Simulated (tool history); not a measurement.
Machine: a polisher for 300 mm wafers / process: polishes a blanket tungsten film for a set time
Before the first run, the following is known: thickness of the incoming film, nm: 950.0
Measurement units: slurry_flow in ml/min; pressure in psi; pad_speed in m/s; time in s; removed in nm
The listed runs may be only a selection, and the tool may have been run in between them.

run    day  slurry_flow  pressure  pad_speed  slurry_solids  time  removed
  1      0          275       4.7       1.02              1    52   289.06
  2  0.138          275       4.2       1.02              1    52   255.75
  3  0.329          275       4.4       1.02              1    52   268.94
  4  0.654          275       4.6       1.02              1    52   280.54
  5  0.788          275       4.8       1.02              1    52    294.8
  6  0.912          275       5.2       1.02              1    52   321.27
  7  1.183          275       5.3       1.02              1    52      320

Run 8 is up next; what results do you expect?
  8  1.246          275       5.5       1.02              1    52        ?

Run 8 yielded removed 337.63 nm.
